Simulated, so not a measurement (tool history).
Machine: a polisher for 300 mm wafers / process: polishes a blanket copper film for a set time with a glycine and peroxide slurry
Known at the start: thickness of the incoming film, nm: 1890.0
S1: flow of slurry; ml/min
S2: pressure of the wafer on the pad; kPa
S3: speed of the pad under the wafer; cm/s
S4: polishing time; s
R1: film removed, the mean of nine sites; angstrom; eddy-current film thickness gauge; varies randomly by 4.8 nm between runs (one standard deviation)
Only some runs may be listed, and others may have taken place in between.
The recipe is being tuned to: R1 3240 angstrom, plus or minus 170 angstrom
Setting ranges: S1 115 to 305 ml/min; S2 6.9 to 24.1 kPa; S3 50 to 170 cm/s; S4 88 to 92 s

{"run": 1, "hour": 0.0, "S1": 195, "S2": 15.2, "S3": 110, "S4": 88, "R1": 4002.8}
{"run": 2, "hour": 3.9, "S1": 195, "S2": 15.2, "S3": 100, "S4": 88, "R1": 3961.4}
{"run": 3, "hour": 6.3, "S1": 195, "S2": 14.5, "S3": 100, "S4": 88, "R1": 3746}
{"run": 4, "hour": 12.2, "S1": 195, "S2": 14.5, "S3": 100, "S4": 92, "R1": 3905.8}
{"run": 5, "hour": 20.4, "S1": 195, "S2": 14.5, "S3": 100, "S4": 92, "R1": 4016.5}
{"run": 6, "hour": 25.6, "S1": 195, "S2": 14.5, "S3": 110, "S4": 92, "R1": 4015.8}
{"run": 7, "hour": 31.5, "S1": 195, "S2": 13.8, "S3": 110, "S4": 92, "R1": 4003.7}
{"run": 8, "hour": 38.1, "S1": 195, "S2": 13.1, "S3": 110, "S4": 92, "R1": 3805.8}
{"run": 9, "hour": 47.2, "S1": 195, "S2": 12.4, "S3": 110, "S4": 92, "R1": 3722.3}

Below are 4 possible settings for the next run. Only one of them brings all results inside the allowed miss of their targets. Which is it?
{"run": "A", "hour": 56.3, "S1": 195, "S2": 11, "S3": 90, "S4": 88, "R1": "?"}
{"run": "B", "hour": 56.3, "S1": 200, "S2": 11, "S3": 104, "S4": 88, "R1": "?"}
{"run": "C", "hour": 56.3, "S1": 145, "S2": 14.5, "S3": 130, "S4": 90, "R1": "?"}
{"run": "D", "hour": 56.3, "S1": 205, "S2": 10.3, "S3": 136, "S4": 92, "R1": "?"}

move=A R1=2962.2
move=B R1=3190.5
move=C R1=4321.1
move=D R1=3715.1
A: carries the result that was furthest off beyond its target, to the other side
B: every result within its allowed miss
C: moves away from the targets compared with the last run
D: neither nearer nor further off than the last run
Answer: B

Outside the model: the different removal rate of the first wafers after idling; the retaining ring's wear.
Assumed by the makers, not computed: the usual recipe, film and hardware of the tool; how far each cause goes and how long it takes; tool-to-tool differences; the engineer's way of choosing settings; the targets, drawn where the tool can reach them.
